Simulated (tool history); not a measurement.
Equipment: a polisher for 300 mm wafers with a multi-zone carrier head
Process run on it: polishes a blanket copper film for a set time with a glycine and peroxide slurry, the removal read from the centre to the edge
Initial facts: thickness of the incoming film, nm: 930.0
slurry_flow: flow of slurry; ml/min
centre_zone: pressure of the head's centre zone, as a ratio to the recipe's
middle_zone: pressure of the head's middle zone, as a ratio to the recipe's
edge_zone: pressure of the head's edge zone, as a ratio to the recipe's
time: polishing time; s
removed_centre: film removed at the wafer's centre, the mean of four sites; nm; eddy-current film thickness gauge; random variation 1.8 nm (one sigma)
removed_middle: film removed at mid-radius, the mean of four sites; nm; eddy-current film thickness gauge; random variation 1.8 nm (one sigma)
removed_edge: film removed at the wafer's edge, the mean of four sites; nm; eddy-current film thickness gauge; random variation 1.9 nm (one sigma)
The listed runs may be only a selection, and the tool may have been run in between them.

{"run": 1, "hour": 0.0, "slurry_flow": 195, "centre_zone": 1, "middle_zone": 1, "edge_zone": 1, "time": 64, "removed_centre": 351.95, "removed_middle": 344.92, "removed_edge": 353.23}
{"run": 2, "hour": 6.9, "slurry_flow": 190, "centre_zone": 0.98, "middle_zone": 0.99, "edge_zone": 0.96, "time": 59, "removed_centre": 318.15, "removed_middle": 318.92, "removed_edge": 314.42}
{"run": 3, "hour": 8.3, "slurry_flow": 190, "centre_zone": 0.98, "middle_zone": 1.07, "edge_zone": 0.96, "time": 59, "removed_centre": 320.98, "removed_middle": 335.98, "removed_edge": 314.02}
{"run": 4, "hour": 15.3, "slurry_flow": 190, "centre_zone": 0.94, "middle_zone": 1.07, "edge_zone": 0.96, "time": 59, "removed_centre": 309.95, "removed_middle": 341.91, "removed_edge": 307.32}
{"run": 5, "hour": 20.7, "slurry_flow": 180, "centre_zone": 0.93, "middle_zone": 1.01, "edge_zone": 0.93, "time": 57, "removed_centre": 286.57, "removed_middle": 305.38, "removed_edge": 301.6}
{"run": 6, "hour": 21.2, "slurry_flow": 180, "centre_zone": 0.93, "middle_zone": 0.97, "edge_zone": 0.93, "time": 57, "removed_centre": 292.18, "removed_middle": 300, "removed_edge": 295.68}
{"run": 7, "hour": 23.1, "slurry_flow": 180, "centre_zone": 0.91, "middle_zone": 0.95, "edge_zone": 0.9, "time": 55, "removed_centre": 270.01, "removed_middle": 280.41, "removed_edge": 281.55}
{"run": 8, "hour": 23.8, "slurry_flow": 180, "centre_zone": 0.91, "middle_zone": 0.95, "edge_zone": 0.88, "time": 53, "removed_centre": 265.29, "removed_middle": 275.06, "removed_edge": 268.32}

Forecast run 9:
{"run": 9, "hour": 32.2, "slurry_flow": 170, "centre_zone": 0.91, "middle_zone": 0.94, "edge_zone": 0.86, "time": 52, "removed_centre": "?", "removed_middle": "?", "removed_edge": "?"}

{"run 9": {"removed_centre": 253.82, "removed_middle": 263.44, "removed_edge": 262.72}}
